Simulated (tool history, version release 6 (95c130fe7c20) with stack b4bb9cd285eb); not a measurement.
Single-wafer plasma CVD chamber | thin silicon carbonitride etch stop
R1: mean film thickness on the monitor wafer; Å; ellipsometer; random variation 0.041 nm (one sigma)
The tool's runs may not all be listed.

{"run": 1, "hour": 0.0, "RF power (kW)": 0.24, "deposition time (s)": 22.0, "R1": 123.66}
{"run": 2, "hour": 1.6, "RF power (kW)": 0.225, "deposition time (s)": 22.0, "R1": 120.42}
{"run": 3, "hour": 7.3, "RF power (kW)": 0.255, "deposition time (s)": 22.0, "R1": 124.15}
{"run": 4, "hour": 10.1, "RF power (kW)": 0.245, "deposition time (s)": 20.9, "R1": 117.98}
{"run": 5, "hour": 18.3, "RF power (kW)": 0.265, "deposition time (s)": 20.9, "R1": 120.32}
{"run": 6, "hour": 22.1, "RF power (kW)": 0.24, "deposition time (s)": 20.9, "R1": 115.68}
{"run": 7, "hour": 29.6, "RF power (kW)": 0.23, "deposition time (s)": 20.3, "R1": 112.03}

Forecast run 8:
{"run": 8, "hour": 36.4, "RF power (kW)": 0.22, "deposition time (s)": 19.7, "R1": "?"}

R1: 108.46 Å
